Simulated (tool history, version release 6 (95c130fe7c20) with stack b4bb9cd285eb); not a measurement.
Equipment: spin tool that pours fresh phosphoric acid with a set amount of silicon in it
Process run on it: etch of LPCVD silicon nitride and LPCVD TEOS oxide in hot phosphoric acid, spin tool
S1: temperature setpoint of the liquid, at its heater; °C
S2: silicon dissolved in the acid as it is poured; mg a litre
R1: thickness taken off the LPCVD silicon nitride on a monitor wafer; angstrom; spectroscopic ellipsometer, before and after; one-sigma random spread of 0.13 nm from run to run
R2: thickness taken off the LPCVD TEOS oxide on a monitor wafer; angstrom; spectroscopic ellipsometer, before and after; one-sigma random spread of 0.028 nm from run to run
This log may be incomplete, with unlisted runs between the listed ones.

{"run": 1, "hour": 0.0, "S1": 163.0, "S2": 21, "time under the liquid (s)": 180, "R1": 144.09, "R2": 4.8244}
{"run": 2, "hour": 5.7, "S1": 164.0, "S2": 29, "time under the liquid (s)": 195, "R1": 161.06, "R2": 4.0789}
{"run": 3, "hour": 9.5, "S1": 162.5, "S2": 29, "time under the liquid (s)": 195, "R1": 151.98, "R2": 3.9145}
{"run": 4, "hour": 11.7, "S1": 164.0, "S2": 29, "time under the liquid (s)": 195, "R1": 160.15, "R2": 4.7649}
{"run": 5, "hour": 15.9, "S1": 164.0, "S2": 29, "time under the liquid (s)": 150, "R1": 123.11, "R2": 3.3126}
{"run": 6, "hour": 17.9, "S1": 164.0, "S2": 29, "time under the liquid (s)": 205, "R1": 168.25, "R2": 4.7831}

Run 7 is up next; what results do you expect?
{"run": 7, "hour": 21.4, "S1": 164.5, "S2": 35, "time under the liquid (s)": 215, "R1": "?", "R2": "?"}

{"run 7": {"R1": 180.31, "R2": 3.6767}}

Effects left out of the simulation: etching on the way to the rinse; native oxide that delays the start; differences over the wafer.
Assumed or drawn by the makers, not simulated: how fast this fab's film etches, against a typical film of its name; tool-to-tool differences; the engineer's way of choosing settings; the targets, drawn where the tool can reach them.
